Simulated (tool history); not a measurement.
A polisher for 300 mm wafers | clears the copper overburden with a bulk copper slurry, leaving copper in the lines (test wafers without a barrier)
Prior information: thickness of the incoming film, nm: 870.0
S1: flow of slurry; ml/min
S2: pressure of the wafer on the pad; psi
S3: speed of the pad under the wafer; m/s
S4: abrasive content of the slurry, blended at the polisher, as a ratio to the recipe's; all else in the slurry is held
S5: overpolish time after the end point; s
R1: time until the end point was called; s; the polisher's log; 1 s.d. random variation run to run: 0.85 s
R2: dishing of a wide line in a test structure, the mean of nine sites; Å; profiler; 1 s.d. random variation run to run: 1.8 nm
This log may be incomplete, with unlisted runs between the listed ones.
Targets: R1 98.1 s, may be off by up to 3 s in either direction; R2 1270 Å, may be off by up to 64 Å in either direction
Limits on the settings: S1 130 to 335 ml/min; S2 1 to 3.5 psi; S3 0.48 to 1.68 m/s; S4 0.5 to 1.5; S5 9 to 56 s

{"run": 1, "hour": 0.0, "S1": 215, "S2": 2.2, "S3": 1.08, "S4": 1, "S5": 29, "R1": 106.33, "R2": 998.44}
{"run": 2, "hour": 7.3, "S1": 215, "S2": 2.2, "S3": 1.08, "S4": 1, "S5": 18, "R1": 108.7, "R2": 773.92}
{"run": 3, "hour": 9.4, "S1": 215, "S2": 2.2, "S3": 1.08, "S4": 1.05, "S5": 18, "R1": 105.89, "R2": 778.6}
{"run": 4, "hour": 14.5, "S1": 215, "S2": 2.3, "S3": 1.08, "S4": 1, "S5": 24, "R1": 101.82, "R2": 947.34}
{"run": 5, "hour": 21.7, "S1": 215, "S2": 2.3, "S3": 1.08, "S4": 0.8, "S5": 24, "R1": 106.82, "R2": 913.04}
{"run": 6, "hour": 28.4, "S1": 215, "S2": 2.4, "S3": 1.08, "S4": 0.8, "S5": 28, "R1": 101.78, "R2": 1031.6}
{"run": 7, "hour": 36.2, "S1": 215, "S2": 2.4, "S3": 1.08, "S4": 0.8, "S5": 31, "R1": 100.87, "R2": 1065.7}
{"run": 8, "hour": 38.8, "S1": 215, "S2": 2.4, "S3": 1.08, "S4": 0.8, "S5": 34, "R1": 103.5, "R2": 1109.6}
{"run": 9, "hour": 39.9, "S1": 220, "S2": 2.4, "S3": 1.08, "S4": 0.8, "S5": 36, "R1": 102.24, "R2": 1123.2}
{"run": 10, "hour": 48.8, "S1": 215, "S2": 2.4, "S3": 1.08, "S4": 0.8, "S5": 38, "R1": 102.32, "R2": 1139.7}

Pick the move, out of 4, that brings all results within their allowed miss; only one does.
{"run": "A", "hour": 57.7, "S1": 195, "S2": 2.3, "S3": 1.24, "S4": 0.75, "S5": 54, "R1": "?", "R2": "?"}
{"run": "B", "hour": 57.7, "S1": 235, "S2": 2.3, "S3": 1.12, "S4": 1, "S5": 28, "R1": "?", "R2": "?"}
{"run": "C", "hour": 57.7, "S1": 310, "S2": 2.7, "S3": 1.06, "S4": 0.65, "S5": 42, "R1": "?", "R2": "?"}
{"run": "D", "hour": 57.7, "S1": 150, "S2": 2.5, "S3": 1.26, "S4": 0.9, "S5": 45, "R1": "?", "R2": "?"}

move=A R1=98.109 R2=1241.7
move=B R1=98.446 R2=1028.5
move=C R1=91.724 R2=1246
move=D R1=90.684 R2=1245.5
A: hits every target within its allowed miss
B: further off than the last run
C: brings the last run's worst result on target, with another outside its allowed miss
D: brings the last run's worst result on target, with another outside its allowed miss
Correct choice: A, which meets every target
